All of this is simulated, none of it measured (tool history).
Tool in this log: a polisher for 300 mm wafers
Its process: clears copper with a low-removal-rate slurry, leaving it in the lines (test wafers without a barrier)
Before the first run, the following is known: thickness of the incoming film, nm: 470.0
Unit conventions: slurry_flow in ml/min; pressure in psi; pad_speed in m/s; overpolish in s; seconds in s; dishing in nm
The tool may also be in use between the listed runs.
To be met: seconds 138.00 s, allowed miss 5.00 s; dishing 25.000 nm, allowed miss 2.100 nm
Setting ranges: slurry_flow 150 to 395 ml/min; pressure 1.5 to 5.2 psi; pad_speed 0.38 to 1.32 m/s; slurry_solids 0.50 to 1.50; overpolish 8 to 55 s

| run | day | slurry_flow | pressure | pad_speed | slurry_solids | overpolish | seconds | dishing |
|---|---|---|---|---|---|---|---|---|
| 1 | 0.000 | 250 | 3.3 | 0.84 | 1.00 | 28 | 155.13 | 50.067 |
| 2 | 0.225 | 250 | 3.2 | 0.88 | 1.00 | 22 | 152.26 | 41.761 |
| 3 | 0.462 | 245 | 3.1 | 0.94 | 0.95 | 18 | 148.10 | 37.841 |
| 4 | 0.642 | 235 | 3.0 | 1.00 | 0.80 | 15 | 149.76 | 31.276 |
| 5 | 0.842 | 235 | 3.1 | 1.00 | 0.75 | 13 | 146.40 | 28.940 |
| 6 | 1.008 | 235 | 3.1 | 1.00 | 0.75 | 18 | 148.42 | 37.000 |
| 7 | 1.092 | 240 | 3.2 | 1.04 | 0.75 | 8 | 136.41 | 20.493 |
| 8 | 1.229 | 230 | 3.2 | 1.04 | 0.75 | 9 | 139.50 | 22.813 |

Exactly one of the 5 candidate moves below puts every result within its allowed miss. Which one?
| A | 1.367 | 215 | 3.1 | 1.06 | 0.80 | 8 | ? | ? |
| B | 1.367 | 235 | 3.1 | 1.00 | 0.75 | 10 | ? | ? |
| C | 1.367 | 270 | 3.2 | 1.06 | 0.85 | 9 | ? | ? |
| D | 1.367 | 165 | 3.3 | 1.02 | 0.85 | 10 | ? | ? |
| E | 1.367 | 295 | 3.0 | 1.06 | 0.70 | 8 | ? | ? |

| move | seconds | dishing |
|---|---|---|
| A | 137.64 | 20.064 |
| B | 145.63 | 23.196 |
| C | 128.41 | 23.640 |
| D | 138.97 | 24.211 |
| E | 140.14 | 19.725 |
A: further off than the last run
B: the furthest-off result lands on target, but another misses its tolerance
C: the furthest-off result lands on target, but another misses its tolerance
D: every result lands within tolerance
E: further off than the last run
The right move is D.
